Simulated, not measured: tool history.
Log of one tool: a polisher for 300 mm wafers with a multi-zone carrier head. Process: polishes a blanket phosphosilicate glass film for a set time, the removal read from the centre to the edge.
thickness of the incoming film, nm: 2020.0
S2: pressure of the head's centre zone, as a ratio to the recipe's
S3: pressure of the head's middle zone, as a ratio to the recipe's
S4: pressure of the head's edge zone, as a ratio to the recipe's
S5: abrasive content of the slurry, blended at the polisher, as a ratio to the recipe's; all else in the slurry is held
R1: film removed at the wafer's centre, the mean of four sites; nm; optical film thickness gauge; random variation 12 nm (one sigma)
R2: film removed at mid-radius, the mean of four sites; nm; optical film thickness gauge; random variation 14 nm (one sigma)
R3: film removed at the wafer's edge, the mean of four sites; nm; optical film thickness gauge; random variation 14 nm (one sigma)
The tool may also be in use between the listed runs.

{"run": 1, "hour": 0.0, "flow of slurry (ml/min)": 290, "S2": 1, "S3": 1, "S4": 1, "S5": 1, "polishing time (s)": 81, "R1": 782.29, "R2": 763.84, "R3": 760.2}
{"run": 2, "hour": 8.1, "flow of slurry (ml/min)": 290, "S2": 1, "S3": 1, "S4": 1, "S5": 1.2, "polishing time (s)": 81, "R1": 821.98, "R2": 818.56, "R3": 796.77}
{"run": 3, "hour": 9.0, "flow of slurry (ml/min)": 290, "S2": 1.01, "S3": 1.01, "S4": 1.02, "S5": 1.25, "polishing time (s)": 82, "R1": 853.33, "R2": 828.88, "R3": 812.84}
{"run": 4, "hour": 13.7, "flow of slurry (ml/min)": 290, "S2": 1.01, "S3": 1.05, "S4": 1.02, "S5": 1.25, "polishing time (s)": 82, "R1": 851.97, "R2": 864.38, "R3": 821.21}
{"run": 5, "hour": 17.3, "flow of slurry (ml/min)": 290, "S2": 1.01, "S3": 1.02, "S4": 1.02, "S5": 1.25, "polishing time (s)": 82, "R1": 829.74, "R2": 824.8, "R3": 834.81}
{"run": 6, "hour": 20.6, "flow of slurry (ml/min)": 290, "S2": 0.98, "S3": 1.02, "S4": 1.02, "S5": 1.25, "polishing time (s)": 82, "R1": 820.2, "R2": 819.29, "R3": 813.37}
{"run": 7, "hour": 28.5, "flow of slurry (ml/min)": 290, "S2": 1, "S3": 1.03, "S4": 1.03, "S5": 1.3, "polishing time (s)": 83, "R1": 853.65, "R2": 846.13, "R3": 818.63}
{"run": 8, "hour": 35.2, "flow of slurry (ml/min)": 285, "S2": 0.99, "S3": 1.02, "S4": 1.01, "S5": 1.35, "polishing time (s)": 86, "R1": 898.85, "R2": 905.77, "R3": 864.74}
{"run": 9, "hour": 36.7, "flow of slurry (ml/min)": 285, "S2": 1, "S3": 1.02, "S4": 1.02, "S5": 1.4, "polishing time (s)": 87, "R1": 914.89, "R2": 925.69, "R3": 882.04}

Forecast run 10:
{"run": 10, "hour": 40.8, "flow of slurry (ml/min)": 290, "S2": 1.01, "S3": 1.02, "S4": 1.03, "S5": 1.4, "polishing time (s)": 88, "R1": "?", "R2": "?", "R3": "?"}

Run 10 gave R1 959.67 nm, R2 926.13 nm, R3 888.54 nm.
